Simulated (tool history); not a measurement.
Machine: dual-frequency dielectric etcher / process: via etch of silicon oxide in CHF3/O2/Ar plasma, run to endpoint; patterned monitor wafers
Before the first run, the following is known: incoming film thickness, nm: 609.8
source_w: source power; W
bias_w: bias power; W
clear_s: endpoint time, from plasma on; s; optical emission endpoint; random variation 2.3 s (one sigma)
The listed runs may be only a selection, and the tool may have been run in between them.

Run 1, hour 0: source_w 790 W, bias_w 185 W. Result: clear_s 275.04 s.
Run 2, hour 4.3: source_w 740 W, bias_w 181 W. Result: clear_s 286.95 s.
Run 3, hour 11.3: source_w 790 W, bias_w 181 W. Result: clear_s 272.7 s.
Run 4, hour 15.9: source_w 710 W, bias_w 181 W. Result: clear_s 290.38 s.
Run 5, hour 21.7: source_w 680 W, bias_w 179 W. Result: clear_s 299.4 s.
Run 6, hour 24.7: source_w 680 W, bias_w 162 W. Result: clear_s 303.15 s.
Run 7, hour 26.2: source_w 570 W, bias_w 152 W. Result: clear_s 340.88 s.
Run 8, hour 27.7: source_w 590 W, bias_w 153 W. Result: clear_s 331.25 s.
Run 9, hour 34.4: source_w 600 W, bias_w 153 W. Result: clear_s 331.6 s.

Forecast run 10:
Run 10, hour 39.5: source_w 610 W, bias_w 153 W. Result: clear_s ?.

Run 10 gave clear_s 331.82 s.
